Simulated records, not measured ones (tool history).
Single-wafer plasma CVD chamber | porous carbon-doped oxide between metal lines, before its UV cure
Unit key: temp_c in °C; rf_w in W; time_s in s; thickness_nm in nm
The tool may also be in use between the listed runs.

{"run": 1, "day": 0.0, "temp_c": 280, "rf_w": 555, "time_s": 29.2, "thickness_nm": 206.59}
{"run": 2, "day": 0.225, "temp_c": 280, "rf_w": 555, "time_s": 29.2, "thickness_nm": 208.56}
{"run": 3, "day": 0.508, "temp_c": 284, "rf_w": 535, "time_s": 29.1, "thickness_nm": 196.32}
{"run": 4, "day": 0.658, "temp_c": 280, "rf_w": 535, "time_s": 29.1, "thickness_nm": 203.07}
{"run": 5, "day": 0.917, "temp_c": 280, "rf_w": 535, "time_s": 27.8, "thickness_nm": 192.17}
{"run": 6, "day": 0.95, "temp_c": 270, "rf_w": 535, "time_s": 27.8, "thickness_nm": 208.43}
{"run": 7, "day": 1.288, "temp_c": 270, "rf_w": 535, "time_s": 27.8, "thickness_nm": 209.73}
{"run": 8, "day": 1.333, "temp_c": 276, "rf_w": 530, "time_s": 27.8, "thickness_nm": 197.85}

Expected results for the next run?
{"run": 9, "day": 1.462, "temp_c": 281, "rf_w": 525, "time_s": 27.8, "thickness_nm": "?"}

thickness_nm: 190.08 nm
